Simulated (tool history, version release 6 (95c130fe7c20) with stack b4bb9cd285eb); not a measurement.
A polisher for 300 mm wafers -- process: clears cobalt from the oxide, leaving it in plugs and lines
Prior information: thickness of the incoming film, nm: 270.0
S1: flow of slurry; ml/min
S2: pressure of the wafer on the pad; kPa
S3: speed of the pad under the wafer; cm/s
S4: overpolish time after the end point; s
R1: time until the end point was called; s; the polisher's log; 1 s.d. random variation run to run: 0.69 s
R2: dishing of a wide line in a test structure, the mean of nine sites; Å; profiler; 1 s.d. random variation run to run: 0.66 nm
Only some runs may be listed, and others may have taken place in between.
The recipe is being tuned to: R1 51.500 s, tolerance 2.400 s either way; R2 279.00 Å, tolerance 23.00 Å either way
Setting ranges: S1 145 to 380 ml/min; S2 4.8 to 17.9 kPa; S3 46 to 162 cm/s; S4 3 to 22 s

run    day   S1    S2   S3  S4      R1      R2
  1  0.000  245  11.0  104  11  70.235  248.19
  2  0.175  245  11.0  104   9  73.666  215.35
  3  0.271  245  13.1  104   9  61.030  235.44
  4  0.412  265  13.1  104   9  61.603  233.05
  5  0.675  265  13.1   86   9  74.089  209.05
  6  0.888  265  15.9   86   9  60.055  241.41
  7  0.967  265  17.2   86   9  54.233  259.62
  8  1.058  265  17.9   86   9  53.664  252.21
  9  1.142  265  17.9   86   9  54.214  261.15

Pick the move, out of 5, that brings all results within their allowed miss; only one does.
  A  1.225  265  17.2   86  11   ?   ?
  B  1.225  345  17.9   74   9   ?   ?
  C  1.225  290  17.9   90   7   ?   ?
  D  1.225  245  15.9   96   8   ?   ?
  E  1.225  260  16.5  100  10   ?   ?

move      R1      R2
   A  55.266  278.64
   B  58.379  240.24
   C  51.102  222.51
   D  55.187  230.94
   E  51.145  275.83
A: further off than the last run
B: further off than the last run
C: the furthest-off result lands on target, but another misses its tolerance
D: further off than the last run
E: meets every target
Answer: E
